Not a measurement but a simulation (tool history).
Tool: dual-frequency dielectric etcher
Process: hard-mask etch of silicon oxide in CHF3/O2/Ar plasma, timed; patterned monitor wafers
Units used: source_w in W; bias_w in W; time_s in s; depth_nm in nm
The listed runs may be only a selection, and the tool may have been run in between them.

{"run": 1, "hour": 0.0, "source_w": 630, "bias_w": 235, "time_s": 16.5, "depth_nm": 40.399}
{"run": 2, "hour": 2.3, "source_w": 710, "bias_w": 235, "time_s": 16.5, "depth_nm": 41.887}
{"run": 3, "hour": 9.3, "source_w": 670, "bias_w": 231, "time_s": 16.5, "depth_nm": 40.85}
{"run": 4, "hour": 18.2, "source_w": 610, "bias_w": 231, "time_s": 16.5, "depth_nm": 39.595}
{"run": 5, "hour": 26.8, "source_w": 580, "bias_w": 229, "time_s": 16.5, "depth_nm": 38.723}
{"run": 6, "hour": 29.4, "source_w": 560, "bias_w": 228, "time_s": 16.5, "depth_nm": 38.148}
{"run": 7, "hour": 34.7, "source_w": 540, "bias_w": 227, "time_s": 16.5, "depth_nm": 37.636}

Run 8 has not been measured yet. What should we expect?
{"run": 8, "hour": 37.3, "source_w": 530, "bias_w": 226, "time_s": 16.5, "depth_nm": "?"}

{"run 8": {"depth_nm": 37.176}}
